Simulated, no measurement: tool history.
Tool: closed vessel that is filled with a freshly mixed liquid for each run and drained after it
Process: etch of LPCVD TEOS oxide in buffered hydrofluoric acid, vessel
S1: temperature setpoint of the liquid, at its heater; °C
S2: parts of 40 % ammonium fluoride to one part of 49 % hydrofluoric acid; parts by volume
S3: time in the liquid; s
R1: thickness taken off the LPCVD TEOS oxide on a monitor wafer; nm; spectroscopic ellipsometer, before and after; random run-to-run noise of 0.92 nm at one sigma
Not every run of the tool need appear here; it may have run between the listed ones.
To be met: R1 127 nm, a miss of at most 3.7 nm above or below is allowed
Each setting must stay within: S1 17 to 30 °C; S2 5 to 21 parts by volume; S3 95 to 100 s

run,hour,S1,S2,S3,R1
1,0,22,13,95,103.76
2,1.5,22,14.5,95,92.911
3,10.6,23.5,14.5,95,99.796
4,14.7,23.5,14.5,100,106.48
5,18.9,23.5,14.5,100,106.46
6,19.9,24.5,14.5,100,114.43
7,26.7,25,14.5,100,115.35
8,32.3,25.5,14.5,100,119.29
9,38,26,14.5,100,122.3

Of the 4 settings listed for the next run, only one would bring every result within its allowed miss of target. Which one?
A,43.7,27.5,16,100,?
B,43.7,30,15.5,95,?
C,43.7,27,15.5,100,?
D,43.7,23.5,12,100,?

move,R1
A,119.77
B,134.01
C,120.3
D,127.9
A: further off than the last run
B: takes the biggest miss from the last run beyond its target
C: further off than the last run
D: every result within its allowed miss
D is the move that brings every result within its allowed miss.
